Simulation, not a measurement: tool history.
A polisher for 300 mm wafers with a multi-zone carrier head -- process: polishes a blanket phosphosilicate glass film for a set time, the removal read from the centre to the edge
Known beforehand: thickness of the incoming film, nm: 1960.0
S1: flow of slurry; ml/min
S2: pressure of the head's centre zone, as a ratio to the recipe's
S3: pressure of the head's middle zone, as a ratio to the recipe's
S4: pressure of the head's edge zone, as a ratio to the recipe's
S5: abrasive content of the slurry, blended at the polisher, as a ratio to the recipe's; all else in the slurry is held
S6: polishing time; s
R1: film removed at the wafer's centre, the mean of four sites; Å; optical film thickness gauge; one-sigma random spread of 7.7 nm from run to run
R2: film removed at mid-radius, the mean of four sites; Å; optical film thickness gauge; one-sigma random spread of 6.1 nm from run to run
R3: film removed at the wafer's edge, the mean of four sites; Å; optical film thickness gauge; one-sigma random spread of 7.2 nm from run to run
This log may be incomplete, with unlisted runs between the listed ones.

run    day   S1    S2    S3    S4    S5  S6      R1      R2      R3
  1      0  135     1     1     1     1  49  5032.3  4933.4  4864.9
  2  0.308  135     1     1     1     1  42    4248  4275.7  4033.2
  3  0.488  135     1  0.93     1     1  42  4292.5  3981.5  4318.3
  4  0.754  135     1  0.93     1   1.2  42  4550.3  4336.6  4454.3
  5  1.033  135     1  0.93  1.06   1.2  42    4521  4260.1  4590.3
  6  1.296  145  1.04  0.94  1.06   1.3  43  5151.7  4531.6  4803.5
  7  1.383  150  1.05  0.96  1.06  1.35  44  5337.1  4884.8  5156.7
  8  1.483  185  1.15  0.99  0.96   1.4  45  6170.4    5302    5145

Expected results for the next run?
  9  1.842  185  1.16  0.99  0.97  1.4  45   ?   ?   ?

{"run 9": {"R1": 6220.9, "R2": 5227.5, "R3": 5119.7}}

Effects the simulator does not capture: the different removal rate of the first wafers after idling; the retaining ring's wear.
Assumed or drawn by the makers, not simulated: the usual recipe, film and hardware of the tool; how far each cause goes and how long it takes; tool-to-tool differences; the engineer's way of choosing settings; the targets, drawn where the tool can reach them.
